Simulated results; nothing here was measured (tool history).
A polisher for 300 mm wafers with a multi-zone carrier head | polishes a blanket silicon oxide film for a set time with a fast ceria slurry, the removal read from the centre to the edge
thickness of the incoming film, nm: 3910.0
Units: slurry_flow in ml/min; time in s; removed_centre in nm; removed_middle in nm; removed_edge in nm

Run 1, hour 0: slurry_flow 225 ml/min, centre_zone 1, middle_zone 1, edge_zone 1, time 90 s. Result: removed_centre 1041.5 nm, removed_middle 1034.4 nm, removed_edge 1040.2 nm.
Run 2, hour 8.6: slurry_flow 270 ml/min, centre_zone 1, middle_zone 1, edge_zone 1, time 90 s. Result: removed_centre 1038 nm, removed_middle 1052.8 nm, removed_edge 1054.9 nm.
Run 3, hour 12.1: slurry_flow 270 ml/min, centre_zone 1, middle_zone 1, edge_zone 1.07, time 90 s. Result: removed_centre 1036.6 nm, removed_middle 1054.7 nm, removed_edge 1080.6 nm.
Run 4, hour 14.6: slurry_flow 300 ml/min, centre_zone 1, middle_zone 1, edge_zone 1.07, time 90 s. Result: removed_centre 1043.4 nm, removed_middle 1060.4 nm, removed_edge 1079.6 nm.
Run 5, hour 19.5: slurry_flow 300 ml/min, centre_zone 1, middle_zone 1, edge_zone 1.07, time 82 s. Result: removed_centre 962.01 nm, removed_middle 973.83 nm, removed_edge 986.35 nm.
Run 6, hour 24.5: slurry_flow 300 ml/min, centre_zone 1, middle_zone 1, edge_zone 1, time 82 s. Result: removed_centre 973.86 nm, removed_middle 963.14 nm, removed_edge 968.25 nm.
Run 7, hour 30: slurry_flow 300 ml/min, centre_zone 1.04, middle_zone 1.03, edge_zone 1.01, time 91 s. Result: removed_centre 1115.8 nm, removed_middle 1095.4 nm, removed_edge 1068.4 nm.
Run 8, hour 30.5: slurry_flow 300 ml/min, centre_zone 1.06, middle_zone 1.05, edge_zone 1.02, time 98 s. Result: removed_centre 1233.6 nm, removed_middle 1188.2 nm, removed_edge 1178.3 nm.

Run 9 comes next. What will it give?
Run 9, hour 38.2: slurry_flow 305 ml/min, centre_zone 1.08, middle_zone 1.09, edge_zone 1.01, time 103 s. Result: removed_centre ?, removed_middle ?, removed_edge ?.

Run 9 gave removed_centre 1300.7 nm, removed_middle 1309.9 nm, removed_edge 1210.8 nm.

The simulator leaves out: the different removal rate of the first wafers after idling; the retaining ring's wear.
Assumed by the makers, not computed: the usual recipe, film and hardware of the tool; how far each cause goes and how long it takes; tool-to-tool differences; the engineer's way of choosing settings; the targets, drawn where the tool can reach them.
